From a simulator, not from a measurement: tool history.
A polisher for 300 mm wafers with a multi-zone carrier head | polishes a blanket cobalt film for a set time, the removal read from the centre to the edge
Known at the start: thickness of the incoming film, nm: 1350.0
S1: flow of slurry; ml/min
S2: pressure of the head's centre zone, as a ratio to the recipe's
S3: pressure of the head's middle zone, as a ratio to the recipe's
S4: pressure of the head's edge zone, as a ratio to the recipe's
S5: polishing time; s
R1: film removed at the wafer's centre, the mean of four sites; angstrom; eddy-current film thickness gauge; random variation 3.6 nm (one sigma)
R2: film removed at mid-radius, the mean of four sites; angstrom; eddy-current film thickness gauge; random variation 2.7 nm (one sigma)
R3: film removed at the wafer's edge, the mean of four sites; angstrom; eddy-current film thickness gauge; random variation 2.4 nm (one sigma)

{"run": 1, "hour": 0.0, "S1": 295, "S2": 1.0, "S3": 1.0, "S4": 1.0, "S5": 52, "R1": 3043.0, "R2": 2948.4, "R3": 2956.3}
{"run": 2, "hour": 1.8, "S1": 300, "S2": 1.0, "S3": 1.01, "S4": 1.01, "S5": 52, "R1": 3038.0, "R2": 2897.3, "R3": 3019.0}
{"run": 3, "hour": 8.8, "S1": 300, "S2": 1.0, "S3": 1.01, "S4": 1.05, "S5": 52, "R1": 3031.6, "R2": 2918.1, "R3": 3045.8}
{"run": 4, "hour": 10.7, "S1": 300, "S2": 1.08, "S3": 1.01, "S4": 1.05, "S5": 52, "R1": 3269.2, "R2": 2919.6, "R3": 3042.5}
{"run": 5, "hour": 11.3, "S1": 350, "S2": 1.08, "S3": 1.01, "S4": 1.05, "S5": 52, "R1": 3332.0, "R2": 2948.7, "R3": 3056.6}
{"run": 6, "hour": 19.5, "S1": 350, "S2": 1.08, "S3": 1.05, "S4": 1.05, "S5": 52, "R1": 3281.6, "R2": 3035.3, "R3": 3062.5}
{"run": 7, "hour": 22.1, "S1": 350, "S2": 1.08, "S3": 1.06, "S4": 1.06, "S5": 52, "R1": 3287.4, "R2": 3084.5, "R3": 3025.8}
{"run": 8, "hour": 23.6, "S1": 350, "S2": 1.08, "S3": 1.06, "S4": 1.06, "S5": 52, "R1": 3351.8, "R2": 3087.6, "R3": 3091.7}

Forecast run 9:
{"run": 9, "hour": 29.6, "S1": 350, "S2": 1.07, "S3": 1.07, "S4": 1.07, "S5": 52, "R1": "?", "R2": "?", "R3": "?"}

Run 9 gave R1 3311.6 angstrom, R2 3149.1 angstrom, R3 3084.3 angstrom.

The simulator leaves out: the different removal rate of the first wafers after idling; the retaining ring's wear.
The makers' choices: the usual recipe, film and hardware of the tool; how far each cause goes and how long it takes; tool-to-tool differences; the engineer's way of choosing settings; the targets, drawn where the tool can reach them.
